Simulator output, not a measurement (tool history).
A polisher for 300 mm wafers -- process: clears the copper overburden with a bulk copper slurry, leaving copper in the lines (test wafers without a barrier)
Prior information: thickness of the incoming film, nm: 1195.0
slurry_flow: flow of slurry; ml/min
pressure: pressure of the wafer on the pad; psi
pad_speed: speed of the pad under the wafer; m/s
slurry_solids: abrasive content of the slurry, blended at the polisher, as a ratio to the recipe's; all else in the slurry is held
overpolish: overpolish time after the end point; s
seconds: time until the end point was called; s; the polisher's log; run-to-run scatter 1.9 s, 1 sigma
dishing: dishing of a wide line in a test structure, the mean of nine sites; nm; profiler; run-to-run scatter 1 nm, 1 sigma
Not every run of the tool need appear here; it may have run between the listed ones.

{"run": 1, "hour": 0.0, "slurry_flow": 240, "pressure": 3.5, "pad_speed": 0.94, "slurry_solids": 1, "overpolish": 14, "seconds": 109.86, "dishing": 78.106}
{"run": 2, "hour": 7.3, "slurry_flow": 240, "pressure": 3.3, "pad_speed": 0.96, "slurry_solids": 1, "overpolish": 12, "seconds": 116.36, "dishing": 69.126}
{"run": 3, "hour": 8.2, "slurry_flow": 240, "pressure": 3.2, "pad_speed": 0.98, "slurry_solids": 1, "overpolish": 11, "seconds": 115.71, "dishing": 67.664}
{"run": 4, "hour": 14.6, "slurry_flow": 245, "pressure": 3.1, "pad_speed": 0.98, "slurry_solids": 1, "overpolish": 10, "seconds": 118.75, "dishing": 59.158}
{"run": 5, "hour": 19.0, "slurry_flow": 245, "pressure": 2.7, "pad_speed": 0.98, "slurry_solids": 1, "overpolish": 10, "seconds": 131.54, "dishing": 54.351}
{"run": 6, "hour": 23.6, "slurry_flow": 245, "pressure": 2.7, "pad_speed": 0.98, "slurry_solids": 1, "overpolish": 14, "seconds": 129.57, "dishing": 69.001}
{"run": 7, "hour": 30.2, "slurry_flow": 245, "pressure": 2.7, "pad_speed": 0.98, "slurry_solids": 1, "overpolish": 12, "seconds": 136.51, "dishing": 63.215}

Estimate the outcome of run 8 from the log above:
{"run": 8, "hour": 37.4, "slurry_flow": 245, "pressure": 2.7, "pad_speed": 0.98, "slurry_solids": 1, "overpolish": 11, "seconds": "?", "dishing": "?"}

seconds: 130.63 s
dishing: 57.788 nm
